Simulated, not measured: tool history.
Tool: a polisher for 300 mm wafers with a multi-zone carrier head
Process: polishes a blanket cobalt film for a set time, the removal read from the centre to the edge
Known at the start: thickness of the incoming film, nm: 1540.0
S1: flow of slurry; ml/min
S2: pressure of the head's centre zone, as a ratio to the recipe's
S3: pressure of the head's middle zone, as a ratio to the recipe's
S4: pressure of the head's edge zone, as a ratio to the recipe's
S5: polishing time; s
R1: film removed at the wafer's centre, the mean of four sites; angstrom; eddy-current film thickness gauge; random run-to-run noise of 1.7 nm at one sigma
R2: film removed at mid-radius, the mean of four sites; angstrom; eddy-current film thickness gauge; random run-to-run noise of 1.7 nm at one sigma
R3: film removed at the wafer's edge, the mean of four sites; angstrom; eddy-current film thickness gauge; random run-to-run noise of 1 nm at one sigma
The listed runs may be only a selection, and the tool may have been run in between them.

Run 1, hour 0: S1 225 ml/min, S2 1, S3 1, S4 1, S5 51 s. Result: R1 2836.4 angstrom, R2 2815.9 angstrom, R3 2745.1 angstrom.
Run 2, hour 4.3: S1 170 ml/min, S2 1, S3 1, S4 1, S5 51 s. Result: R1 2715.8 angstrom, R2 2707.6 angstrom, R3 2678.8 angstrom.
Run 3, hour 6.7: S1 165 ml/min, S2 0.98, S3 0.97, S4 0.97, S5 46 s. Result: R1 2352.2 angstrom, R2 2437.3 angstrom, R3 2405.4 angstrom.
Run 4, hour 14.9: S1 165 ml/min, S2 0.92, S3 0.97, S4 0.97, S5 46 s. Result: R1 2283.6 angstrom, R2 2432.1 angstrom, R3 2421.4 angstrom.
Run 5, hour 23.3: S1 210 ml/min, S2 0.92, S3 0.97, S4 0.97, S5 46 s. Result: R1 2314.7 angstrom, R2 2528.9 angstrom, R3 2461.1 angstrom.
Run 6, hour 25.9: S1 195 ml/min, S2 0.93, S3 0.94, S4 0.94, S5 42 s. Result: R1 2086.1 angstrom, R2 2286.4 angstrom, R3 2188.8 angstrom.
Run 7, hour 33.7: S1 185 ml/min, S2 0.95, S3 0.92, S4 0.94, S5 39 s. Result: R1 1969.5 angstrom, R2 1983.9 angstrom, R3 2027.9 angstrom.
Run 8, hour 38.9: S1 170 ml/min, S2 0.92, S3 0.88, S4 0.84, S5 25 s. Result: R1 1237.4 angstrom, R2 1234.9 angstrom, R3 1212.5 angstrom.
Run 9, hour 40.8: S1 185 ml/min, S2 0.92, S3 0.87, S4 0.85, S5 25 s. Result: R1 1223 angstrom, R2 1260.7 angstrom, R3 1242.4 angstrom.

The next listed run, before its measurement:
Run 10, hour 48.5: S1 190 ml/min, S2 0.94, S3 0.86, S4 0.86, S5 25 s. Result: R1 ?, R2 ?, R3 ?.

{"run 10": {"R1": 1298.2, "R2": 1232.2, "R3": 1257.9}}
